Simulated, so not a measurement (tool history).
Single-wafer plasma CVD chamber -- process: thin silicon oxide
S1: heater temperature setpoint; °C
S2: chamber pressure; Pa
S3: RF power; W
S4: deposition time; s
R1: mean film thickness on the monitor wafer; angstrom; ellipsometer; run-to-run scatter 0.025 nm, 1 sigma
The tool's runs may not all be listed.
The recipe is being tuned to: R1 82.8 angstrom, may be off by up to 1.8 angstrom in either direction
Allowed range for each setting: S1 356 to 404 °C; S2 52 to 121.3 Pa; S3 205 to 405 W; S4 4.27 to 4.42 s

run,hour,S1,S2,S3,S4,R1
1,0,380,86.7,305,4.27,64.165
2,2.3,380,86.7,305,4.27,64.599
3,3.3,380,89.2,305,4.27,66.315
4,11.2,380,89.2,305,4.27,66.6
5,12.3,380,91.3,305,4.27,67.389
6,16.7,380,86,305,4.27,63.466
7,21.6,380,103.3,310,4.28,76.543
8,26.9,380,104.4,310,4.28,77.518
9,28.4,380,105.2,310,4.28,78.171

Which single option among these 5 for the next run brings every result within its allowed miss of target? Just one does.
A,29.9,376,121.3,290,4.29,?
B,29.9,380,113.6,325,4.42,?
C,29.9,376,108.4,305,4.42,?
D,29.9,370,112.3,350,4.27,?
E,29.9,382,111.9,330,4.42,?

move,R1
A,85.409
B,87.371
C,82.041
D,86.812
E,86.676
A: takes the result that was furthest off past its target
B: takes the result that was furthest off past its target
C: each result inside its tolerance
D: takes the result that was furthest off past its target
E: takes the result that was furthest off past its target
Move C is the one to make.
